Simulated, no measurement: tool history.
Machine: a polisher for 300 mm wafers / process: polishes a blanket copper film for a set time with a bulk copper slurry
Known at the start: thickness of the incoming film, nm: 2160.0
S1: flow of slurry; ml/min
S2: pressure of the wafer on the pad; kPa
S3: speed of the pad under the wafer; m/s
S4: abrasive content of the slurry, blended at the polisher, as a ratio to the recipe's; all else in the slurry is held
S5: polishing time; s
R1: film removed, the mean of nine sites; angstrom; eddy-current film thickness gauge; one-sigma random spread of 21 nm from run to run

run,hour,S1,S2,S3,S4,S5,R1
1,0,245,20.7,1,1,113,12517
2,3.1,290,20.7,1,1,113,12528
3,11.1,290,17.9,1,1,113,11036
4,15.9,290,20.7,1.02,1,113,12533
5,20.7,335,20.7,1.02,1,113,12891
6,29.5,335,22.8,1.02,1,113,14117
7,30.3,335,24.1,1.02,1,113,15292

Estimate the outcome of run 8 from the log above:
8,36.4,335,24.8,1.02,1,113,?

Run 8 measured R1 15242 angstrom.
